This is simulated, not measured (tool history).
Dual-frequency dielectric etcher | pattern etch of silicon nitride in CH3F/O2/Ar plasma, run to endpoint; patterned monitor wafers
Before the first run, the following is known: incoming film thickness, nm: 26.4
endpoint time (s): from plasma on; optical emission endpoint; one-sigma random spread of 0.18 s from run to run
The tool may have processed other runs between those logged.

Run 1, day 0.000: source power (kW) 0.310, bias power (kW) 0.072. Result: endpoint time (s) 40.657.
Run 2, day 0.142: source power (kW) 0.310, bias power (kW) 0.067. Result: endpoint time (s) 41.713.
Run 3, day 0.358: source power (kW) 0.330, bias power (kW) 0.070. Result: endpoint time (s) 39.734.
Run 4, day 0.400: source power (kW) 0.350, bias power (kW) 0.071. Result: endpoint time (s) 38.119.
Run 5, day 0.592: source power (kW) 0.350, bias power (kW) 0.061. Result: endpoint time (s) 40.079.
Run 6, day 0.704: source power (kW) 0.310, bias power (kW) 0.061. Result: endpoint time (s) 43.264.
Run 7, day 0.858: source power (kW) 0.330, bias power (kW) 0.062. Result: endpoint time (s) 41.166.

What does the tool deliver on the next run?
Run 8, day 1.017: source power (kW) 0.350, bias power (kW) 0.063. Result: endpoint time (s) ?.

{"run 8": {"endpoint time (s)": 39.468}}
